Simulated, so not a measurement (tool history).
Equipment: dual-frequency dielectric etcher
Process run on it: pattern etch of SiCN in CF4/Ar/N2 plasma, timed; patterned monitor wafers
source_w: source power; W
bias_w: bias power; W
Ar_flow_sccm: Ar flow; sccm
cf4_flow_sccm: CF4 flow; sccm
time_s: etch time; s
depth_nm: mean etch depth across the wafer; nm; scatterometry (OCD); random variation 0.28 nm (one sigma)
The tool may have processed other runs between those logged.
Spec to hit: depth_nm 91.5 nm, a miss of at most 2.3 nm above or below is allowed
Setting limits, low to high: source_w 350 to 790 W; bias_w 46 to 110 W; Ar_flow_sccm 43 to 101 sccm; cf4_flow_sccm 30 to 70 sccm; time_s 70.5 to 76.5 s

Run 1, day 0: source_w 570 W, bias_w 78 W, Ar_flow_sccm 72 sccm, cf4_flow_sccm 50 sccm, time_s 76.5 s. Result: depth_nm 81.824 nm.
Run 2, day 0.071: source_w 580 W, bias_w 78 W, Ar_flow_sccm 72 sccm, cf4_flow_sccm 50 sccm, time_s 76.5 s. Result: depth_nm 82.65 nm.
Run 3, day 0.288: source_w 590 W, bias_w 78 W, Ar_flow_sccm 72 sccm, cf4_flow_sccm 50 sccm, time_s 76.5 s. Result: depth_nm 83.856 nm.
Run 4, day 0.583: source_w 600 W, bias_w 78 W, Ar_flow_sccm 72 sccm, cf4_flow_sccm 50 sccm, time_s 76.5 s. Result: depth_nm 85.051 nm.
Run 5, day 0.829: source_w 610 W, bias_w 78 W, Ar_flow_sccm 72 sccm, cf4_flow_sccm 50 sccm, time_s 76.5 s. Result: depth_nm 86.709 nm.
Run 6, day 0.879: source_w 610 W, bias_w 78 W, Ar_flow_sccm 72 sccm, cf4_flow_sccm 50 sccm, time_s 76.5 s. Result: depth_nm 86.632 nm.
Run 7, day 1.238: source_w 610 W, bias_w 78 W, Ar_flow_sccm 72 sccm, cf4_flow_sccm 50 sccm, time_s 76.5 s. Result: depth_nm 87.223 nm.
Run 8, day 1.575: source_w 630 W, bias_w 78 W, Ar_flow_sccm 72 sccm, cf4_flow_sccm 50 sccm, time_s 76.5 s. Result: depth_nm 88.887 nm.

Which single option among these 4 for the next run brings every result within its allowed miss of target? Just one does.
Run A, day 1.912: source_w 650 W, bias_w 70 W, Ar_flow_sccm 64 sccm, cf4_flow_sccm 49 sccm, time_s 75 s. Result: depth_nm ?.
Run B, day 1.912: source_w 650 W, bias_w 77 W, Ar_flow_sccm 60 sccm, cf4_flow_sccm 53 sccm, time_s 73 s. Result: depth_nm ?.
Run C, day 1.912: source_w 580 W, bias_w 83 W, Ar_flow_sccm 61 sccm, cf4_flow_sccm 58 sccm, time_s 72.5 s. Result: depth_nm ?.
Run D, day 1.912: source_w 620 W, bias_w 88 W, Ar_flow_sccm 78 sccm, cf4_flow_sccm 48 sccm, time_s 72.5 s. Result: depth_nm ?.

move  depth_nm
   A    87.655
   B    92.348
   C    87.134
   D    86.587
A: moves away from the targets compared with the last run
B: every result lands within tolerance
C: moves away from the targets compared with the last run
D: moves away from the targets compared with the last run
Move B is the one to make.
